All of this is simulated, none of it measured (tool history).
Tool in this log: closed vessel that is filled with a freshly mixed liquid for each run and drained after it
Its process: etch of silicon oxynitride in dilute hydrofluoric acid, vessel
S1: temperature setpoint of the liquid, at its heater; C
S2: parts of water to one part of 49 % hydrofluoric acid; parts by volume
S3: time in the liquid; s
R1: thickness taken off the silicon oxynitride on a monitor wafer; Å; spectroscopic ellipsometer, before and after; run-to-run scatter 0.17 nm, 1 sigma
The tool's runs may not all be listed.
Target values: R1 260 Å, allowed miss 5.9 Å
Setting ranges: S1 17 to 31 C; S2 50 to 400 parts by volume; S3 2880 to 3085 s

run  hour    S1   S2    S3      R1
  1     0    23  225  2880  173.41
  2   7.8    25  220  2880  193.66
  3  15.1    23  220  2880  175.26
  4    24    23  250  2880  152.64
  5  33.8    25  240  2880   173.3
  6  41.1  23.5  240  2880  164.83
  7  45.7  25.5  230  2880   188.1
  8  49.9    27  225  2880  205.62
  9  51.5    28  220  2880     219
 10  53.2    29  215  2880  236.66
 11    57  29.5  215  2880   243.3
 12    65    30  215  2880  244.78
 13  69.9  30.5  215  2880  249.36

Which one of the following 4 next-run settings gets every result inside its allowed miss? There is exactly one.
  A  74.8  24.5  160  2880   ?
  B  74.8    31  220  2985   ?
  C  74.8    30  195  2880   ?
  D  74.8  30.5  200  2880   ?

move      R1
   A  270.88
   B  256.84
   C  274.36
   D  271.92
A: pushes the last run's worst result past its target
B: every result within its allowed miss
C: pushes the last run's worst result past its target
D: pushes the last run's worst result past its target
Move B is the one to make.
